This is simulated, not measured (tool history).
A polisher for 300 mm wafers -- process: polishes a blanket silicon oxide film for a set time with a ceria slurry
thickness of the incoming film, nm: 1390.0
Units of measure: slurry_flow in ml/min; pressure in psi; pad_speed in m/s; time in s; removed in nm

{"run": 1, "day": 0.0, "slurry_flow": 300, "pressure": 3.3, "pad_speed": 0.92, "time": 45, "removed": 168.53}
{"run": 2, "day": 0.338, "slurry_flow": 300, "pressure": 3.3, "pad_speed": 0.92, "time": 45, "removed": 170.35}
{"run": 3, "day": 0.579, "slurry_flow": 300, "pressure": 3.0, "pad_speed": 0.9, "time": 45, "removed": 154.71}
{"run": 4, "day": 0.892, "slurry_flow": 300, "pressure": 2.7, "pad_speed": 0.86, "time": 45, "removed": 134.91}
{"run": 5, "day": 1.183, "slurry_flow": 300, "pressure": 2.5, "pad_speed": 0.84, "time": 45, "removed": 122.59}
{"run": 6, "day": 1.521, "slurry_flow": 300, "pressure": 3.1, "pad_speed": 0.84, "time": 45, "removed": 146.02}
{"run": 7, "day": 1.725, "slurry_flow": 300, "pressure": 2.8, "pad_speed": 0.82, "time": 45, "removed": 129.31}
{"run": 8, "day": 1.85, "slurry_flow": 300, "pressure": 2.6, "pad_speed": 0.8, "time": 45, "removed": 120.0}
{"run": 9, "day": 2.133, "slurry_flow": 300, "pressure": 2.4, "pad_speed": 0.8, "time": 45, "removed": 111.65}

Run 10, settings as shown, results not yet in. Your forecast:
{"run": 10, "day": 2.192, "slurry_flow": 300, "pressure": 2.2, "pad_speed": 0.8, "time": 45, "removed": "?"}

{"run 10": {"removed": 102.47}}
